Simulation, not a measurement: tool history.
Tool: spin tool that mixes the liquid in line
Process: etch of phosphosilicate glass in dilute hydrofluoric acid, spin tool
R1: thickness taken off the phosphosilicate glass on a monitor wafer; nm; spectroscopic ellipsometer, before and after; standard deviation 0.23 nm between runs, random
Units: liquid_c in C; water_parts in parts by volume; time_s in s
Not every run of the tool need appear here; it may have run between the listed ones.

Run 1, hour 0.0: liquid_c 21 C, water_parts 215 parts by volume, time_s 210 s. Result: R1 84.008 nm.
Run 2, hour 3.4: liquid_c 20 C, water_parts 225 parts by volume, time_s 210 s. Result: R1 76.319 nm.
Run 3, hour 7.7: liquid_c 22 C, water_parts 225 parts by volume, time_s 210 s. Result: R1 82.144 nm.
Run 4, hour 16.1: liquid_c 22 C, water_parts 195 parts by volume, time_s 210 s. Result: R1 98.203 nm.
Run 5, hour 19.9: liquid_c 21 C, water_parts 205 parts by volume, time_s 210 s. Result: R1 88.801 nm.
Run 6, hour 27.5: liquid_c 21 C, water_parts 205 parts by volume, time_s 210 s. Result: R1 88.768 nm.

What does the tool deliver on the next run?
Run 7, hour 30.1: liquid_c 17 C, water_parts 260 parts by volume, time_s 210 s. Result: R1 ?.

R1: 57.118 nm

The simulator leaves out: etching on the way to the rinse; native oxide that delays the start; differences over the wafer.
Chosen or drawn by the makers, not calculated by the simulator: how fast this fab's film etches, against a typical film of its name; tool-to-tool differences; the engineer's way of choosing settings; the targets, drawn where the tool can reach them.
